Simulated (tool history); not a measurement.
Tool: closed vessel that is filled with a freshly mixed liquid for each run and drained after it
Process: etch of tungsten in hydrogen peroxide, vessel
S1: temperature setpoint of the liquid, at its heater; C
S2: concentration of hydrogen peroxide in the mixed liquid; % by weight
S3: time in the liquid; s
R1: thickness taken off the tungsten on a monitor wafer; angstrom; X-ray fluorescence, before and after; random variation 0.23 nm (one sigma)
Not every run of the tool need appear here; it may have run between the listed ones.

run,day,S1,S2,S3,R1
1,0.000,42.0,22.5,95,535.21
2,0.362,38.0,22.5,95,416.94
3,0.442,38.0,27.0,95,451.34
4,0.821,38.0,27.0,95,451.05
5,1.075,37.5,27.0,95,440.06
6,1.162,37.0,27.0,95,425.77
7,1.392,36.5,27.0,95,409.04
8,1.733,36.0,27.0,95,395.10

Run 9 comes next. What will it give?
9,1.858,33.5,27.0,95,?

Run 9 gave R1 331.78 angstrom.

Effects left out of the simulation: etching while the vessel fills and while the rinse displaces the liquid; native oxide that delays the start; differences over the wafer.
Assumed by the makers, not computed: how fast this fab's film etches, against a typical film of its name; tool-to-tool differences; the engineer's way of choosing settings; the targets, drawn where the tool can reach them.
